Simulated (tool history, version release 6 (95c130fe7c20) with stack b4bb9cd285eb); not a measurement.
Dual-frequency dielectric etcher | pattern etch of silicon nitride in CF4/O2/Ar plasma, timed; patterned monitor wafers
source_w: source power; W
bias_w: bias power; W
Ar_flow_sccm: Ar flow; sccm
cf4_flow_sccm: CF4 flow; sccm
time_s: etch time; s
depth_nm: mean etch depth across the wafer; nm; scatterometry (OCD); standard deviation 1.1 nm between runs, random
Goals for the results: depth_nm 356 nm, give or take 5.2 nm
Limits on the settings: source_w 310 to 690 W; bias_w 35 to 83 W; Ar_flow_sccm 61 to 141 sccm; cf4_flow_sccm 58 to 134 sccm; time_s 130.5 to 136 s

run,hour,source_w,bias_w,Ar_flow_sccm,cf4_flow_sccm,time_s,depth_nm
1,0,500,59,101,96,130.5,257.79
2,3.1,540,59,101,96,130.5,280.19
3,11.9,540,59,101,96,136,290.64
4,20.7,560,59,101,96,136,303.07
5,24.8,580,59,101,96,136,312.99
6,26.8,580,66,101,96,136,324.82
7,30.5,580,66,101,96,136,326.19
8,38,590,66,101,96,136,331.59
9,42.2,600,66,101,96,136,337.85
10,50.2,610,66,101,96,136,344.59

Exercise: of the 5 proposed moves below, exactly one satisfies all targets within the stated allowed misses. Which move is it?
A,58.2,600,66,104,96,136,?
B,58.2,580,71,98,107,133.5,?
C,58.2,610,70,105,96,133.5,?
D,58.2,600,68,97,97,133,?
E,58.2,640,61,105,105,136,?

move,depth_nm
A,337.57
B,336.31
C,344.19
D,336.85
E,354.3
A: the biggest miss grows against the last run
B: the biggest miss grows against the last run
C: as far off as the last run
D: the biggest miss grows against the last run
E: all results in spec
Correct choice: E, which meets every target
